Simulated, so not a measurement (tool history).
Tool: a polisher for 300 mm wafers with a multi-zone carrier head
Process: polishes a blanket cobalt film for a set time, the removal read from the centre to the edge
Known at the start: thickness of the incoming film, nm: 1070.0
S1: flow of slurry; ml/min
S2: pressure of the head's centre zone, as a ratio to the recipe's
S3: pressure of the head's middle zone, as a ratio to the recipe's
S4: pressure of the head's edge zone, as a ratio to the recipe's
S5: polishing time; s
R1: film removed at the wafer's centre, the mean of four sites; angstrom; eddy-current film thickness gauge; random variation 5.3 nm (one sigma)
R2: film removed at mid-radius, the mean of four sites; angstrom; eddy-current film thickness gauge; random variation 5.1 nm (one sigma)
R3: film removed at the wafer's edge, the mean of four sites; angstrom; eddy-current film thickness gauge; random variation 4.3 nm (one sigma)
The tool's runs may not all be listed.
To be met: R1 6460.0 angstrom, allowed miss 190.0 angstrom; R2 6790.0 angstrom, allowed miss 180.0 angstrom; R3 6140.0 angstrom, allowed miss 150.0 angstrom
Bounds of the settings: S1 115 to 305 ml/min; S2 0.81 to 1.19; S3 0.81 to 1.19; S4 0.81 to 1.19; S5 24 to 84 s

{"run": 1, "hour": 0.0, "S1": 195, "S2": 1.0, "S3": 1.0, "S4": 1.0, "S5": 54, "R1": 4406.4, "R2": 3996.0, "R3": 4148.2}
{"run": 2, "hour": 0.9, "S1": 195, "S2": 0.91, "S3": 1.0, "S4": 1.0, "S5": 54, "R1": 3987.5, "R2": 4021.5, "R3": 4127.3}
{"run": 3, "hour": 9.9, "S1": 170, "S2": 0.91, "S3": 1.0, "S4": 1.0, "S5": 54, "R1": 3943.3, "R2": 3952.7, "R3": 4053.8}
{"run": 4, "hour": 13.5, "S1": 190, "S2": 0.93, "S3": 1.04, "S4": 1.01, "S5": 57, "R1": 4431.8, "R2": 4315.1, "R3": 4350.7}
{"run": 5, "hour": 14.9, "S1": 190, "S2": 0.93, "S3": 1.04, "S4": 1.01, "S5": 52, "R1": 3981.3, "R2": 4021.0, "R3": 3994.3}
{"hour": 16.3, "done": "centre zone pressure recalibrated"}
{"run": 6, "hour": 16.3, "S1": 145, "S2": 0.93, "S3": 1.04, "S4": 1.01, "S5": 52, "R1": 3541.6, "R2": 3781.3, "R3": 3904.3}
{"run": 7, "hour": 19.6, "S1": 200, "S2": 0.98, "S3": 1.14, "S4": 1.11, "S5": 67, "R1": 5003.1, "R2": 5576.5, "R3": 5354.9}
{"run": 8, "hour": 21.1, "S1": 215, "S2": 1.0, "S3": 1.15, "S4": 1.11, "S5": 68, "R1": 5226.8, "R2": 5737.8, "R3": 5449.1}
{"run": 9, "hour": 25.4, "S1": 225, "S2": 1.01, "S3": 1.16, "S4": 1.11, "S5": 69, "R1": 5354.7, "R2": 5837.9, "R3": 5549.8}
{"run": 10, "hour": 29.2, "S1": 230, "S2": 1.02, "S3": 1.17, "S4": 1.1, "S5": 71, "R1": 5611.6, "R2": 6056.3, "R3": 5720.2}
{"run": 11, "hour": 38.3, "S1": 235, "S2": 1.02, "S3": 1.17, "S4": 1.08, "S5": 72, "R1": 5737.6, "R2": 6078.1, "R3": 5728.2}
{"run": 12, "hour": 39.7, "S1": 230, "S2": 1.02, "S3": 1.17, "S4": 1.06, "S5": 74, "R1": 5843.6, "R2": 6320.6, "R3": 5883.0}
{"run": 13, "hour": 41.0, "S1": 235, "S2": 1.03, "S3": 1.17, "S4": 1.05, "S5": 75, "R1": 6012.0, "R2": 6422.3, "R3": 5964.5}

Which of these 4 next moves meets every target?
{"run": "A", "hour": 42.3, "S1": 305, "S2": 0.98, "S3": 1.16, "S4": 0.98, "S5": 78, "R1": "?", "R2": "?", "R3": "?"}
{"run": "B", "hour": 42.3, "S1": 210, "S2": 1.07, "S3": 1.19, "S4": 0.85, "S5": 79, "R1": "?", "R2": "?", "R3": "?"}
{"run": "C", "hour": 42.3, "S1": 230, "S2": 1.02, "S3": 1.19, "S4": 1.04, "S5": 78, "R1": "?", "R2": "?", "R3": "?"}
{"run": "D", "hour": 42.3, "S1": 255, "S2": 1.07, "S3": 1.19, "S4": 1.07, "S5": 77, "R1": "?", "R2": "?", "R3": "?"}

move=A R1=6057.8 R2=6713.3 R3=6092.2
move=B R1=6423.4 R2=6674.0 R3=5687.6
move=C R1=6113.7 R2=6658.2 R3=6101.4
move=D R1=6411.2 R2=6643.2 R3=6142.3
A: nearer than the last run, and not there yet
B: brings the result that was furthest off to its target, and leaves another outside
C: nearer than the last run, and not there yet
D: meets every target
Move D is the one to make.
